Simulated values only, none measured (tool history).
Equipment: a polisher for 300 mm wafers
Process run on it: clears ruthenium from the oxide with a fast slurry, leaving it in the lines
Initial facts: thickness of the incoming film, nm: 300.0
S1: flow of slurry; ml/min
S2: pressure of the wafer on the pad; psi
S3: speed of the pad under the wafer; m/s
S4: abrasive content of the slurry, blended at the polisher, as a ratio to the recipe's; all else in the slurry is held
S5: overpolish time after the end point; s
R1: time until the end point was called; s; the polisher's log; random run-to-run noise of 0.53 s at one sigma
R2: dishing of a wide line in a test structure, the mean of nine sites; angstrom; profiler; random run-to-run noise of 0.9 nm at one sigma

| run | day | S1 | S2 | S3 | S4 | S5 | R1 | R2 |
|---|---|---|---|---|---|---|---|---|
| 1 | 0 | 180 | 3.3 | 0.82 | 1 | 16 | 91.528 | 402.01 |
| 2 | 0.288 | 180 | 3.3 | 0.82 | 1.2 | 16 | 81.223 | 444.87 |
| 3 | 0.588 | 185 | 3.6 | 0.82 | 1.2 | 17 | 73.292 | 496.23 |
| 4 | 0.621 | 185 | 3.6 | 0.82 | 1.2 | 14 | 73.166 | 422.34 |
| 5 | 0.796 | 150 | 3.6 | 0.82 | 1.2 | 14 | 75.878 | 403.93 |
| 6 | 1.021 | 150 | 3.6 | 0.82 | 1.25 | 14 | 74.808 | 411.75 |

Predict the results of run 7:
| 7 | 1.129 | 165 | 3.8 | 0.82 | 1.25 | 16 | ? | ? |

Run 7 gave R1 68.827 s, R2 489.9 angstrom.
